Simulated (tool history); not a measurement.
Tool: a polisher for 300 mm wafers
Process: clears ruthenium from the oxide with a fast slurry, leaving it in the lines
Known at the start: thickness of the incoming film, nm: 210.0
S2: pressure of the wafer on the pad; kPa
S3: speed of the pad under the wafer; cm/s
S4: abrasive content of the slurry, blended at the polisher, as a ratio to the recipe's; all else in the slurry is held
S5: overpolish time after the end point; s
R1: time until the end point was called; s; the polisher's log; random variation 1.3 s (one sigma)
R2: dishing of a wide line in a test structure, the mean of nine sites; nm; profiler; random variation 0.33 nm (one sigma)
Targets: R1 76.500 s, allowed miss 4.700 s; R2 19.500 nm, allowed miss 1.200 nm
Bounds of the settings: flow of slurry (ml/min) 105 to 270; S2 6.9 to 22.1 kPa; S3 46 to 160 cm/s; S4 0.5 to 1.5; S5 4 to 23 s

Run 1, hour 0.0: flow of slurry (ml/min) 175, S2 14.5 kPa, S3 102 cm/s, S4 1.0, S5 12 s. Result: R1 81.026 s, R2 27.196 nm.
Run 2, hour 8.6: flow of slurry (ml/min) 155, S2 14.5 kPa, S3 102 cm/s, S4 1.0, S5 12 s. Result: R1 84.151 s, R2 25.574 nm.
Run 3, hour 17.5: flow of slurry (ml/min) 155, S2 14.5 kPa, S3 76 cm/s, S4 1.0, S5 12 s. Result: R1 109.180 s, R2 20.324 nm.
Run 4, hour 25.1: flow of slurry (ml/min) 155, S2 12.4 kPa, S3 76 cm/s, S4 1.0, S5 12 s. Result: R1 118.280 s, R2 18.374 nm.
Run 5, hour 29.6: flow of slurry (ml/min) 165, S2 13.8 kPa, S3 78 cm/s, S4 1.0, S5 11 s. Result: R1 107.250 s, R2 18.477 nm.
Run 6, hour 37.1: flow of slurry (ml/min) 175, S2 15.2 kPa, S3 78 cm/s, S4 1.0, S5 10 s. Result: R1 104.280 s, R2 18.200 nm.
Run 7, hour 44.3: flow of slurry (ml/min) 175, S2 16.5 kPa, S3 80 cm/s, S4 1.0, S5 9 s. Result: R1 94.668 s, R2 18.143 nm.
Run 8, hour 49.4: flow of slurry (ml/min) 180, S2 20.7 kPa, S3 82 cm/s, S4 1.0, S5 7 s. Result: R1 78.675 s, R2 16.342 nm.

4 next moves are on the table. One of them brings every result within its allowed miss. Which?
Run A, hour 54.5: flow of slurry (ml/min) 175, S2 19.3 kPa, S3 92 cm/s, S4 1.0, S5 8 s. Result: R1 ?, R2 ?.
Run B, hour 54.5: flow of slurry (ml/min) 220, S2 20.0 kPa, S3 82 cm/s, S4 1.1, S5 5 s. Result: R1 ?, R2 ?.
Run C, hour 54.5: flow of slurry (ml/min) 165, S2 22.1 kPa, S3 82 cm/s, S4 1.0, S5 7 s. Result: R1 ?, R2 ?.
Run D, hour 54.5: flow of slurry (ml/min) 190, S2 20.0 kPa, S3 92 cm/s, S4 1.3, S5 8 s. Result: R1 ?, R2 ?.

move      R1      R2
   A  77.746  19.911
   B  79.862  12.328
   C  79.867  17.072
   D  68.971  22.316
A: meets every target
B: further off than the last run
C: nearer than the last run, and not there yet
D: takes the result that was furthest off past its target
Move A is the one to make.
